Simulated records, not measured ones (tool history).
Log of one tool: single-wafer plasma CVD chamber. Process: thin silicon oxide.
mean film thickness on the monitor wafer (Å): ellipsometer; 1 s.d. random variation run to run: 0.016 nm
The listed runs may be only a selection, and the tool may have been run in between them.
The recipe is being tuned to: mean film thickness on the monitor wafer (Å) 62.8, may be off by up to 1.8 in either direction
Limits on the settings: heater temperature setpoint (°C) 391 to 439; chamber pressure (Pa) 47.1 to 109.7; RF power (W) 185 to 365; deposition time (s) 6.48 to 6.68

run  hour  heater temperature setpoint (°C)  chamber pressure (Pa)  RF power (W)  deposition time (s)  mean film thickness on the monitor wafer (Å)
  1     0                               415                   78.4           275                 6.48                                        86.931
  2   6.4                               415                   74.7           275                 6.48                                         82.99
  3  11.5                               415                   74.7           275                 6.68                                        85.684
  4  14.2                               405                   74.7           275                 6.68                                        85.786
  5  23.1                               405                   71.1           275                 6.68                                        82.225
  6  26.6                               405                   83.7           275                 6.68                                        96.705
  7    31                               405                   78.4           275                 6.68                                        90.054
  8  37.4                               405                     74           275                 6.68                                         85.49
  9  44.9                               405                   70.1           275                 6.68                                        81.161
 10  47.5                               405                   66.9           275                 6.68                                        77.302
 11  48.8                               405                   66.9           275                 6.68                                        77.327
 12  56.2                               405                   64.4           275                 6.68                                        74.532
 13    65                               405                   50.5           270                 6.67                                        57.388
 14  68.3                               405                   51.5           270                 6.67                                         58.75
 15  70.8                               405                   52.1           270                 6.67                                        59.648
 16  77.7                               405                   52.7           270                 6.67                                        60.277
 17  80.4                               405                   53.1           270                 6.67                                        60.883

Of the 5 settings listed for the next run, only one would bring every result within its allowed miss of target. Which one?
  A  83.1                               399                   58.4           265                 6.68                                             ?
  B  83.1                               404                   56.9           270                 6.68                                             ?
  C  83.1                               409                     56           255                 6.68                                             ?
  D  83.1                               412                   56.8           305                 6.68                                             ?
  E  83.1                               417                   57.9           275                 6.68                                             ?

move  mean film thickness on the monitor wafer (Å)
   A                                        66.709
   B                                        65.249
   C                                        62.578
   D                                        67.786
   E                                        66.326
A: moves the result that the last run missed by most past its target, out the other side
B: moves the result that the last run missed by most past its target, out the other side
C: all results land within tolerance of their targets
D: moves the result that the last run missed by most past its target, out the other side
E: moves the result that the last run missed by most past its target, out the other side
The right move is C.
